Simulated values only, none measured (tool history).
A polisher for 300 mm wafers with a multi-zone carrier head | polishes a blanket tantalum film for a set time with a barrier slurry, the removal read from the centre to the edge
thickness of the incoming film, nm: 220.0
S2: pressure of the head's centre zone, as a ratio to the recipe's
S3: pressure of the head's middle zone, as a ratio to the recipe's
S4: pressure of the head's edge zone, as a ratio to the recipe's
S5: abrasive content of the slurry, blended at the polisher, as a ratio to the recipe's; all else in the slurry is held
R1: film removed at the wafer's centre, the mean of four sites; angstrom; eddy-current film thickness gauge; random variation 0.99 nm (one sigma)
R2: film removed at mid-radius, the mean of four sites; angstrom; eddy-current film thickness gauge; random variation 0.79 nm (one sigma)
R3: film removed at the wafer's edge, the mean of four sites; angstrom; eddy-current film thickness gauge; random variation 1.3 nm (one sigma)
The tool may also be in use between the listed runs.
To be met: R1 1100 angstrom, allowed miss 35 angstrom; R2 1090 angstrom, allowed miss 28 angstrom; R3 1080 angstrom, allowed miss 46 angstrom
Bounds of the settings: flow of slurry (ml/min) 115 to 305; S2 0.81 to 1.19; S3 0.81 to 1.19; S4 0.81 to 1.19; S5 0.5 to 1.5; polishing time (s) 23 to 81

Run 1, hour 0: flow of slurry (ml/min) 195, S2 1, S3 1, S4 1, S5 1, polishing time (s) 52. Result: R1 703.41 angstrom, R2 710.96 angstrom, R3 694.63 angstrom.
Run 2, hour 3: flow of slurry (ml/min) 155, S2 1, S3 1, S4 1, S5 1, polishing time (s) 52. Result: R1 665.23 angstrom, R2 680.67 angstrom, R3 675.95 angstrom.
Run 3, hour 9.7: flow of slurry (ml/min) 155, S2 1, S3 1, S4 0.95, S5 1, polishing time (s) 52. Result: R1 671.34 angstrom, R2 679.78 angstrom, R3 658.14 angstrom.
Run 4, hour 14: flow of slurry (ml/min) 155, S2 1, S3 1, S4 0.95, S5 1, polishing time (s) 41. Result: R1 518.61 angstrom, R2 537.12 angstrom, R3 508.87 angstrom.
Run 5, hour 16: flow of slurry (ml/min) 155, S2 1, S3 1, S4 0.87, S5 1, polishing time (s) 41. Result: R1 525.47 angstrom, R2 537.42 angstrom, R3 507.5 angstrom.
Run 6, hour 24: flow of slurry (ml/min) 175, S2 1, S3 1, S4 0.91, S5 1.15, polishing time (s) 47. Result: R1 655.58 angstrom, R2 662.31 angstrom, R3 626.5 angstrom.
Run 7, hour 31.1: flow of slurry (ml/min) 190, S2 1, S3 1, S4 0.96, S5 1.25, polishing time (s) 51. Result: R1 737.71 angstrom, R2 749.82 angstrom, R3 720.41 angstrom.
Run 8, hour 39.6: flow of slurry (ml/min) 205, S2 1.01, S3 1.01, S4 1, S5 1.3, polishing time (s) 54. Result: R1 800.79 angstrom, R2 809.86 angstrom, R3 769.83 angstrom.
Run 9, hour 48.2: flow of slurry (ml/min) 150, S2 1.03, S3 1, S4 1.06, S5 1.5, polishing time (s) 68. Result: R1 1001.7 angstrom, R2 983.26 angstrom, R3 1045.5 angstrom.

Which of these 5 next moves meets every target?
Run A, hour 56.8: flow of slurry (ml/min) 155, S2 0.88, S3 1.09, S4 1.05, S5 1.45, polishing time (s) 69. Result: R1 ?, R2 ?, R3 ?.
Run B, hour 56.8: flow of slurry (ml/min) 130, S2 0.91, S3 0.9, S4 1.1, S5 1.5, polishing time (s) 69. Result: R1 ?, R2 ?, R3 ?.
Run C, hour 56.8: flow of slurry (ml/min) 155, S2 1.05, S3 1.05, S4 1.08, S5 1.5, polishing time (s) 72. Result: R1 ?, R2 ?, R3 ?.
Run D, hour 56.8: flow of slurry (ml/min) 170, S2 1.1, S3 1.18, S4 0.96, S5 1.5, polishing time (s) 71. Result: R1 ?, R2 ?, R3 ?.
Run E, hour 56.8: flow of slurry (ml/min) 135, S2 1.07, S3 1.02, S4 1.09, S5 1.5, polishing time (s) 70. Result: R1 ?, R2 ?, R3 ?.

move      R1      R2      R3
   A  904.91  1063.5    1028
   B  892.58  932.44    1031
   C  1098.2  1095.9  1096.8
   D  1150.1  1172.2    1034
   E  1045.5  1016.2  1047.3
A: brings the result that was furthest off to its target, and leaves another outside
B: further off than the last run
C: meets every target
D: takes the result that was furthest off past its target
E: nearer than the last run, and not there yet
The right move is C.

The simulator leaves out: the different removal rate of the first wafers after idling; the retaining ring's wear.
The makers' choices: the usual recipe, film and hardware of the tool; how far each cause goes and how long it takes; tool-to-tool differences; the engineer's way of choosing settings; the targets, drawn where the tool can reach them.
